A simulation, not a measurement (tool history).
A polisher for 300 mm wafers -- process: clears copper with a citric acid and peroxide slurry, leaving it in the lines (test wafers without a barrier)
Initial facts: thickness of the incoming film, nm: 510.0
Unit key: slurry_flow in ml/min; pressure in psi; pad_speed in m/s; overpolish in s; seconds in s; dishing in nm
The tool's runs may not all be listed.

run  hour  slurry_flow  pressure  pad_speed  slurry_solids  overpolish  seconds  dishing
  1   0.0          220       4.2       1.22            1.0          14   126.93   37.187
  2   0.8          220       4.2       0.98            1.0          14   166.21   32.559
  3   5.2          220       4.1       0.98            1.0          13   163.08   28.879
  4   7.4          220       3.9       0.98            1.0          12   168.66   25.282
  5   8.2          220       3.9       0.98            1.0          15   173.45   31.312
  6  15.8          220       3.8       1.00            1.0          14   174.56   29.683
  7  19.0          220       3.7       1.00            1.0          13   175.91   25.593

What does the tool deliver on the next run?
  8  19.6          220       3.6       1.00            1.0          13        ?        ?

seconds: 185.99 s
dishing: 26.702 nm
